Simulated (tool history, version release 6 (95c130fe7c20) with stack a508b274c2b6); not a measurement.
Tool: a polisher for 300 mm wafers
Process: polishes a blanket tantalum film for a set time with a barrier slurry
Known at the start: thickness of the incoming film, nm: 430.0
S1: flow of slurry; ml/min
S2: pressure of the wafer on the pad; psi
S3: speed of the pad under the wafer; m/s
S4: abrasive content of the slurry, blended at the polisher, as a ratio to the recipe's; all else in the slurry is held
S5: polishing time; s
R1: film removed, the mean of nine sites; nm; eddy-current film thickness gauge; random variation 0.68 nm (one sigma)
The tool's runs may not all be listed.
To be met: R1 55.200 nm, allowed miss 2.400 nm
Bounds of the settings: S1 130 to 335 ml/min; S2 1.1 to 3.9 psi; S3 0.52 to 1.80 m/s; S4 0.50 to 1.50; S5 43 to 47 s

Run 1, hour 0.0: S1 215 ml/min, S2 2.5 psi, S3 1.16 m/s, S4 1.00, S5 47 s. Result: R1 98.673 nm.
Run 2, hour 1.2: S1 215 ml/min, S2 2.1 psi, S3 1.16 m/s, S4 1.00, S5 47 s. Result: R1 86.542 nm.
Run 3, hour 4.5: S1 215 ml/min, S2 2.1 psi, S3 1.04 m/s, S4 1.00, S5 47 s. Result: R1 76.027 nm.
Run 4, hour 9.5: S1 215 ml/min, S2 2.7 psi, S3 1.04 m/s, S4 1.00, S5 47 s. Result: R1 96.916 nm.
Run 5, hour 17.7: S1 215 ml/min, S2 2.3 psi, S3 1.02 m/s, S4 1.00, S5 47 s. Result: R1 83.540 nm.
Run 6, hour 18.9: S1 215 ml/min, S2 2.3 psi, S3 1.02 m/s, S4 1.10, S5 47 s. Result: R1 83.593 nm.
Run 7, hour 25.1: S1 215 ml/min, S2 2.0 psi, S3 1.02 m/s, S4 1.10, S5 47 s. Result: R1 75.718 nm.
Run 8, hour 29.4: S1 215 ml/min, S2 1.8 psi, S3 1.02 m/s, S4 1.10, S5 47 s. Result: R1 69.610 nm.
Run 9, hour 33.6: S1 215 ml/min, S2 1.6 psi, S3 1.02 m/s, S4 1.10, S5 47 s. Result: R1 63.002 nm.
Run 10, hour 42.2: S1 215 ml/min, S2 1.5 psi, S3 1.02 m/s, S4 1.10, S5 47 s. Result: R1 60.477 nm.

5 next moves are on the table. One of them brings every result within its allowed miss. Which?
Run A, hour 50.8: S1 200 ml/min, S2 1.7 psi, S3 1.02 m/s, S4 1.10, S5 44 s. Result: R1 ?.
Run B, hour 50.8: S1 250 ml/min, S2 1.4 psi, S3 1.00 m/s, S4 1.05, S5 46 s. Result: R1 ?.
Run C, hour 50.8: S1 135 ml/min, S2 2.1 psi, S3 0.94 m/s, S4 1.35, S5 47 s. Result: R1 ?.
Run D, hour 50.8: S1 225 ml/min, S2 1.6 psi, S3 1.00 m/s, S4 1.20, S5 47 s. Result: R1 ?.
Run E, hour 50.8: S1 210 ml/min, S2 1.4 psi, S3 1.00 m/s, S4 1.10, S5 43 s. Result: R1 ?.

move      R1
   A  59.160
   B  53.299
   C  67.223
   D  61.378
   E  49.292
A: nearer than the last run, and not there yet
B: meets every target
C: further off than the last run
D: further off than the last run
E: takes the result that was furthest off past its target
Answer: B
